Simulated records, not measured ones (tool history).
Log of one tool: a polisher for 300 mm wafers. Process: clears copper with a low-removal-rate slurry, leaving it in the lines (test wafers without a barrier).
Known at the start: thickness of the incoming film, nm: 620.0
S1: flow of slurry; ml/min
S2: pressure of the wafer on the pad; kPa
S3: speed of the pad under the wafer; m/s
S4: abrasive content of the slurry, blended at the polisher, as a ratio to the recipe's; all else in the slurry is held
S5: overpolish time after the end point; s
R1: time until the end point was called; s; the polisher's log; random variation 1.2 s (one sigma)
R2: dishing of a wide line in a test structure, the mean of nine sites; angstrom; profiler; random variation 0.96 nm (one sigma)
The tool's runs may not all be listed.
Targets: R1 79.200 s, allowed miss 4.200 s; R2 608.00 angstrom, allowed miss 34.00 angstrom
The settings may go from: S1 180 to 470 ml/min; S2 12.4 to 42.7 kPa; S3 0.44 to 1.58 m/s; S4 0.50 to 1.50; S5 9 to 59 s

{"run": 1, "day": 0.0, "S1": 300, "S2": 27.6, "S3": 1.0, "S4": 1.0, "S5": 30, "R1": 153.79, "R2": 587.44}
{"run": 2, "day": 0.196, "S1": 300, "S2": 32.4, "S3": 1.04, "S4": 1.0, "S5": 24, "R1": 128.9, "R2": 584.01}
{"run": 3, "day": 0.529, "S1": 300, "S2": 35.9, "S3": 1.1, "S4": 1.0, "S5": 20, "R1": 107.27, "R2": 558.33}
{"run": 4, "day": 0.662, "S1": 300, "S2": 37.9, "S3": 1.12, "S4": 1.0, "S5": 19, "R1": 103.33, "R2": 588.68}
{"run": 5, "day": 0.792, "S1": 300, "S2": 37.9, "S3": 1.12, "S4": 1.2, "S5": 19, "R1": 98.146, "R2": 590.7}
{"run": 6, "day": 0.896, "S1": 300, "S2": 35.2, "S3": 1.12, "S4": 1.2, "S5": 19, "R1": 105.38, "R2": 559.25}
{"day": 1.271, "done": "slurry blender recalibrated"}
{"run": 7, "day": 1.271, "S1": 300, "S2": 37.2, "S3": 1.14, "S4": 1.2, "S5": 18, "R1": 92.992, "R2": 598.95}
{"run": 8, "day": 1.471, "S1": 300, "S2": 38.6, "S3": 1.14, "S4": 1.2, "S5": 17, "R1": 87.726, "R2": 595.99}
{"run": 9, "day": 1.6, "S1": 300, "S2": 39.3, "S3": 1.14, "S4": 1.2, "S5": 16, "R1": 89.788, "R2": 573.35}
{"run": 10, "day": 1.738, "S1": 300, "S2": 40.7, "S3": 1.14, "S4": 1.2, "S5": 16, "R1": 83.442, "R2": 590.25}

4 next moves are on the table. One of them brings every result within its allowed miss. Which?
{"run": "A", "day": 1.875, "S1": 290, "S2": 37.2, "S3": 1.1, "S4": 1.3, "S5": 18, "R1": "?", "R2": "?"}
{"run": "B", "day": 1.875, "S1": 245, "S2": 42.7, "S3": 1.18, "S4": 1.1, "S5": 16, "R1": "?", "R2": "?"}
{"run": "C", "day": 1.875, "S1": 315, "S2": 35.2, "S3": 1.22, "S4": 1.35, "S5": 16, "R1": "?", "R2": "?"}
{"run": "D", "day": 1.875, "S1": 325, "S2": 37.2, "S3": 1.14, "S4": 1.25, "S5": 18, "R1": "?", "R2": "?"}

move=A R1=92.945 R2=603.41
move=B R1=80.458 R2=617.17
move=C R1=88.277 R2=577.48
move=D R1=90.050 R2=615.11
A: further off than the last run
B: meets every target
C: further off than the last run
D: further off than the last run
Answer: B

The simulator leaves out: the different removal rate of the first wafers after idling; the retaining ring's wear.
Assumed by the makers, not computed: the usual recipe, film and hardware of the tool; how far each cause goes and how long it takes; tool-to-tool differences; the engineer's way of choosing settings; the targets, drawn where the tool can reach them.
